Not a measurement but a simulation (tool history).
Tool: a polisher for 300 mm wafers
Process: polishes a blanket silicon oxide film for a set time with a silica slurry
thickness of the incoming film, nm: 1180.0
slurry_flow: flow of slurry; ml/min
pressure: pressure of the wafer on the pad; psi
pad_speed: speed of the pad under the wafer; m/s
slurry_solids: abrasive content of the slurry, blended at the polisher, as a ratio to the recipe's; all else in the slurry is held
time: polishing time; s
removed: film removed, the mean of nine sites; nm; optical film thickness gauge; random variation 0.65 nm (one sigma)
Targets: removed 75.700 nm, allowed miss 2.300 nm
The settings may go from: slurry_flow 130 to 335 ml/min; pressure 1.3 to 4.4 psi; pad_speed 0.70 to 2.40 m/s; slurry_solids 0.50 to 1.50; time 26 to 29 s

Run 1, hour 0.0: slurry_flow 215 ml/min, pressure 2.8 psi, pad_speed 1.54 m/s, slurry_solids 1.00, time 29 s. Result: removed 97.873 nm.
Run 2, hour 3.1: slurry_flow 215 ml/min, pressure 2.8 psi, pad_speed 1.54 m/s, slurry_solids 1.00, time 26 s. Result: removed 87.739 nm.
Run 3, hour 6.6: slurry_flow 215 ml/min, pressure 3.5 psi, pad_speed 1.54 m/s, slurry_solids 1.00, time 26 s. Result: removed 107.330 nm.
Run 4, hour 14.6: slurry_flow 215 ml/min, pressure 3.5 psi, pad_speed 1.54 m/s, slurry_solids 1.00, time 26 s. Result: removed 108.350 nm.
Run 5, hour 18.8: slurry_flow 215 ml/min, pressure 3.5 psi, pad_speed 1.54 m/s, slurry_solids 1.00, time 26 s. Result: removed 109.010 nm.
Run 6, hour 20.7: slurry_flow 215 ml/min, pressure 3.9 psi, pad_speed 1.54 m/s, slurry_solids 1.00, time 26 s. Result: removed 120.920 nm.
Run 7, hour 25.5: slurry_flow 215 ml/min, pressure 3.5 psi, pad_speed 1.52 m/s, slurry_solids 1.00, time 26 s. Result: removed 108.360 nm.
Run 8, hour 30.4: slurry_flow 215 ml/min, pressure 3.2 psi, pad_speed 1.52 m/s, slurry_solids 1.00, time 26 s. Result: removed 97.886 nm.
Run 9, hour 37.6: slurry_flow 215 ml/min, pressure 3.0 psi, pad_speed 1.52 m/s, slurry_solids 1.00, time 26 s. Result: removed 93.065 nm.
Run 10, hour 42.1: slurry_flow 215 ml/min, pressure 2.8 psi, pad_speed 1.52 m/s, slurry_solids 1.00, time 26 s. Result: removed 86.099 nm.
Run 11, hour 47.3: slurry_flow 215 ml/min, pressure 2.7 psi, pad_speed 1.52 m/s, slurry_solids 1.00, time 26 s. Result: removed 83.409 nm.
Run 12, hour 52.6: slurry_flow 215 ml/min, pressure 2.6 psi, pad_speed 1.52 m/s, slurry_solids 1.00, time 26 s. Result: removed 80.429 nm.

4 next moves are on the table. One of them brings every result within its allowed miss. Which?
Run A, hour 57.9: slurry_flow 140 ml/min, pressure 3.0 psi, pad_speed 1.40 m/s, slurry_solids 0.80, time 29 s. Result: removed ?.
Run B, hour 57.9: slurry_flow 200 ml/min, pressure 3.0 psi, pad_speed 1.18 m/s, slurry_solids 1.00, time 29 s. Result: removed ?.
Run C, hour 57.9: slurry_flow 250 ml/min, pressure 2.1 psi, pad_speed 1.60 m/s, slurry_solids 0.95, time 29 s. Result: removed ?.
Run D, hour 57.9: slurry_flow 200 ml/min, pressure 2.6 psi, pad_speed 1.62 m/s, slurry_solids 1.05, time 27 s. Result: removed ?.

move  removed
   A   82.579
   B   86.840
   C   74.807
   D   88.129
A: further off than the last run
B: further off than the last run
C: meets every target
D: further off than the last run
Answer: C
